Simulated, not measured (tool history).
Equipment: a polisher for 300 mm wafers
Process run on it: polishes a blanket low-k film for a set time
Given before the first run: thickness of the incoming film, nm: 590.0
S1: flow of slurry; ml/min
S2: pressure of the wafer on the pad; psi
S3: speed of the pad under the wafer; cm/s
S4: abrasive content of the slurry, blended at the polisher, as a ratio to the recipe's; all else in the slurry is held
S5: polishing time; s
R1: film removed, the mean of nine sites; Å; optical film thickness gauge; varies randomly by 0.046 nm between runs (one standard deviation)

run 1 hour=0 | S1=230 S2=2.3 S3=78 S4=1 S5=29 | R1=119.61
run 2 hour=4.6 | S1=230 S2=2.3 S3=78 S4=1 S5=25 | R1=101.6
run 3 hour=13.4 | S1=230 S2=2.2 S3=78 S4=1 S5=25 | R1=98.109
run 4 hour=17.8 | S1=230 S2=2.2 S3=78 S4=1 S5=25 | R1=97.561
run 5 hour=22 | S1=230 S2=2.1 S3=78 S4=1 S5=25 | R1=94.074
run 6 hour=27.4 | S1=230 S2=2.1 S3=88 S4=1 S5=25 | R1=103.32
-- hour=31.3 slurry blender recalibrated
run 7 hour=31.3 | S1=230 S2=2 S3=88 S4=1 S5=25 | R1=112.17
run 8 hour=37.2 | S1=230 S2=1.9 S3=86 S4=1 S5=25 | R1=105.68
run 9 hour=43.5 | S1=230 S2=1.8 S3=82 S4=1 S5=25 | R1=96.005
run 10 hour=52.3 | S1=230 S2=1.7 S3=80 S4=1 S5=25 | R1=89.708
run 11 hour=54.7 | S1=215 S2=1.1 S3=80 S4=1 S5=25 | R1=58.49
run 12 hour=55.5 | S1=220 S2=1.1 S3=80 S4=1 S5=25 | R1=58.776
run 13 hour=57.1 | S1=225 S2=1.1 S3=80 S4=1 S5=25 | R1=58.333
run 14 hour=65.4 | S1=230 S2=1.1 S3=80 S4=1 S5=25 | R1=58.144
run 15 hour=66 | S1=230 S2=1.2 S3=80 S4=1 S5=25 | R1=64.452

Run 16 has not been measured yet. What should we expect?
run 16 hour=73.3 | S1=235 S2=1.2 S3=80 S4=1 S5=25 | R1=?

Run 16 came out at R1 64.525 Å.

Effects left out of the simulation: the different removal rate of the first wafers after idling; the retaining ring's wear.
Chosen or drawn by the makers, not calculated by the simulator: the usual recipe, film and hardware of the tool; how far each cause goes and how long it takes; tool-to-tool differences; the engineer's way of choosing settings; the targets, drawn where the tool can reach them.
